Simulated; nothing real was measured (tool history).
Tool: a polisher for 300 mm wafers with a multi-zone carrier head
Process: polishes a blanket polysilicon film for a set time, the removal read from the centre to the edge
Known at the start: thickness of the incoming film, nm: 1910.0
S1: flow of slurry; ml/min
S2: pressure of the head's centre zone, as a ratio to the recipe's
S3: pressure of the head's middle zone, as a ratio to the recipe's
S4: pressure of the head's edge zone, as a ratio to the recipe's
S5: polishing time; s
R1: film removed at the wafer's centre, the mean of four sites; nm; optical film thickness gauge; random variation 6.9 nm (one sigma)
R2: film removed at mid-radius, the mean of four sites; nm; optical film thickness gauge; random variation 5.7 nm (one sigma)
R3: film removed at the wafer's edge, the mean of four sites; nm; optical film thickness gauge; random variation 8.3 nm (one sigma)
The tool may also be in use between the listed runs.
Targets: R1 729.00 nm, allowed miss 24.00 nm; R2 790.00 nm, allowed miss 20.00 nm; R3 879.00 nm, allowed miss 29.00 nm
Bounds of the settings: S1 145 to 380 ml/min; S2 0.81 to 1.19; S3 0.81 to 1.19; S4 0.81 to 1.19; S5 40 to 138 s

run,hour,S1,S2,S3,S4,S5,R1,R2,R3
1,0.0,245,1.00,1.00,1.00,88,618.09,628.71,579.43
2,1.6,245,1.04,1.00,1.00,88,643.05,635.41,588.85
3,7.4,245,1.04,1.00,0.94,88,638.15,648.11,575.87
4,15.6,280,1.04,1.00,0.94,88,645.92,652.20,575.00
5,24.6,280,1.04,0.95,0.94,88,651.84,619.61,580.35
6,28.7,260,0.99,0.95,0.99,95,661.39,673.25,642.02
7,33.1,270,0.89,0.86,1.09,116,735.40,756.11,810.52
8,36.0,275,0.88,0.86,1.11,117,736.47,763.52,840.89
9,44.1,280,0.88,0.87,1.12,117,746.57,779.95,835.79

5 next moves are on the table. One of them brings every result within its allowed miss. Which?
A,52.2,320,0.81,0.81,1.05,124,?,?,?
B,52.2,305,0.83,0.98,1.06,113,?,?,?
C,52.2,205,0.82,0.95,1.12,116,?,?,?
D,52.2,280,0.92,0.96,1.09,110,?,?,?
E,52.2,285,0.82,1.00,1.11,116,?,?,?

move,R1,R2,R3
A,750.71,801.58,876.84
B,696.85,834.24,798.14
C,668.28,795.47,809.98
D,739.03,792.22,782.11
E,701.89,863.18,832.86
A: meets every target
B: further off than the last run
C: further off than the last run
D: further off than the last run
E: further off than the last run
The right move is A.

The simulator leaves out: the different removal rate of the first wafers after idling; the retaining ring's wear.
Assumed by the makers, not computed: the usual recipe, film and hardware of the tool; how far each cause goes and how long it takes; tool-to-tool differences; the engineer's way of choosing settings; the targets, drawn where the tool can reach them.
